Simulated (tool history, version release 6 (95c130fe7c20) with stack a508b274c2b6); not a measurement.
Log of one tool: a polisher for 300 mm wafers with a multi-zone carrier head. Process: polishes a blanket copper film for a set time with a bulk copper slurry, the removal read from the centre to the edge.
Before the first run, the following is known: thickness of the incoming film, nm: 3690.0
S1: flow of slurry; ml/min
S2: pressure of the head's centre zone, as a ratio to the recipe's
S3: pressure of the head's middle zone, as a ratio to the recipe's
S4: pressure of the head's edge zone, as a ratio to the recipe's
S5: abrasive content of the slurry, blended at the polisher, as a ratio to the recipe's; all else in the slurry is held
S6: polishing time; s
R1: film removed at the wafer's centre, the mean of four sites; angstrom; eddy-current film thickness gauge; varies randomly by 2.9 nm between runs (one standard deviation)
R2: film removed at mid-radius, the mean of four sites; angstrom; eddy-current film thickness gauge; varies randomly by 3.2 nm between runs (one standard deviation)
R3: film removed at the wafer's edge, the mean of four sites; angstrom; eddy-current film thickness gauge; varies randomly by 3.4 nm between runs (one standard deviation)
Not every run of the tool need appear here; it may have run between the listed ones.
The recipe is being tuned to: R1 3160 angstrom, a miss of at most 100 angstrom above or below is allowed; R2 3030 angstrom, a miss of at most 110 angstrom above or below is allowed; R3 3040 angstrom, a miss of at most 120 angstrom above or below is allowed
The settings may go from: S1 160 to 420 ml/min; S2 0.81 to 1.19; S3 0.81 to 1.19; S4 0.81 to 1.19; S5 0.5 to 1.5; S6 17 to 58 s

| run | hour | S1 | S2 | S3 | S4 | S5 | S6 | R1 | R2 | R3 |
|---|---|---|---|---|---|---|---|---|---|---|
| 1 | 0 | 270 | 1 | 1 | 1 | 1 | 37 | 3952.4 | 4017.5 | 4129.2 |
| 2 | 6.2 | 270 | 1 | 0.99 | 0.97 | 0.9 | 36 | 3763.7 | 3769.7 | 3764.5 |
| 3 | 14.5 | 265 | 0.98 | 0.96 | 0.95 | 0.85 | 36 | 3632.3 | 3620.5 | 3793.9 |
| 4 | 22.1 | 265 | 0.98 | 0.96 | 0.93 | 0.8 | 35 | 3466.9 | 3423.9 | 3560.3 |
| 5 | 23.1 | 265 | 0.98 | 0.96 | 0.89 | 0.8 | 35 | 3544.2 | 3455.9 | 3424.6 |
| 6 | 28 | 265 | 0.98 | 0.96 | 0.89 | 0.6 | 35 | 3181.9 | 3175.7 | 3196.2 |
| 7 | 36 | 260 | 0.98 | 0.96 | 0.88 | 0.6 | 35 | 3139.3 | 3158.7 | 3186.3 |
| 8 | 37.1 | 260 | 0.98 | 0.96 | 0.87 | 0.6 | 35 | 3217.3 | 3172.4 | 3110.7 |

5 candidate next runs follow, results not yet known. Just one meets every target within its allowed miss. Identify it.
| A | 38.2 | 275 | 0.94 | 0.95 | 0.96 | 0.65 | 35 | ? | ? | ? |
| B | 38.2 | 225 | 1.03 | 0.97 | 0.89 | 0.7 | 33 | ? | ? | ? |
| C | 38.2 | 300 | 0.99 | 1.07 | 0.84 | 0.7 | 33 | ? | ? | ? |
| D | 38.2 | 160 | 0.97 | 0.91 | 0.92 | 0.8 | 35 | ? | ? | ? |
| E | 38.2 | 250 | 1.08 | 0.86 | 0.84 | 0.65 | 34 | ? | ? | ? |

| move | R1 | R2 | R3 |
|---|---|---|---|
| A | 3174.9 | 3244.9 | 3397.8 |
| B | 3137.9 | 3104.3 | 3106.9 |
| C | 3180.6 | 3452.7 | 3095.9 |
| D | 3160.8 | 3103.4 | 3353.6 |
| E | 3293.1 | 2898 | 3084 |
A: its largest miss is bigger than the last run's
B: all results land within tolerance of their targets
C: its largest miss is bigger than the last run's
D: gets the furthest-off result to its target, but another result is out of tolerance
E: carries the result that was furthest off beyond its target, to the other side
B meets every target.
